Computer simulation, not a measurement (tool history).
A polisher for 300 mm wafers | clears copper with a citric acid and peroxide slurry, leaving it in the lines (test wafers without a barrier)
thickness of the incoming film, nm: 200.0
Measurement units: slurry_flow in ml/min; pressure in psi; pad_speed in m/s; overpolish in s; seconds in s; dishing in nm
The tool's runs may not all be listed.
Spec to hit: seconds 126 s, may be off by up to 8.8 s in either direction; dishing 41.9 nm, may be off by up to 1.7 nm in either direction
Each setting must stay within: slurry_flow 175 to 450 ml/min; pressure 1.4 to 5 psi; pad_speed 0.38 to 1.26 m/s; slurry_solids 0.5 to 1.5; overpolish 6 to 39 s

run  hour  slurry_flow  pressure  pad_speed  slurry_solids  overpolish  seconds  dishing
  1     0          290       3.2       0.82              1          20   113.61   27.918
  2   3.1          290       2.8       0.82              1          20   128.12   24.794
  3   4.3          290       2.8       0.82              1          16   124.88   20.032
  4  10.4          255       2.8       0.82              1          16   125.78   20.313
  5  14.8          255       2.9       0.82              1          19   128.36   24.412
  6  20.3          255       2.9       0.72              1          19    142.2   21.811
  7  26.1          250       3.1       0.72              1          21   133.84   25.523
  8  32.8          245       3.2       0.72              1          23   128.76   28.476
  9    41          245       3.2       0.74              1          33   124.12   39.917

Consider the 4 candidate settings below. Which is the only one whose results all fall within their allowed miss of target?
  A  49.2          195       3.1       0.64           0.95          38        ?        ?
  B  49.2          215       3.1       0.74              1          33        ?        ?
  C  49.2          230         3       0.66              1          37        ?        ?
  D  49.2          200       3.8       0.58           1.15          35        ?        ?

move  seconds  dishing
   A   149.53   37.445
   B   128.34   37.815
   C   144.18   37.716
   D   125.68   40.921
A: further off than the last run
B: further off than the last run
C: further off than the last run
D: all results in spec
The move that meets every target is D.

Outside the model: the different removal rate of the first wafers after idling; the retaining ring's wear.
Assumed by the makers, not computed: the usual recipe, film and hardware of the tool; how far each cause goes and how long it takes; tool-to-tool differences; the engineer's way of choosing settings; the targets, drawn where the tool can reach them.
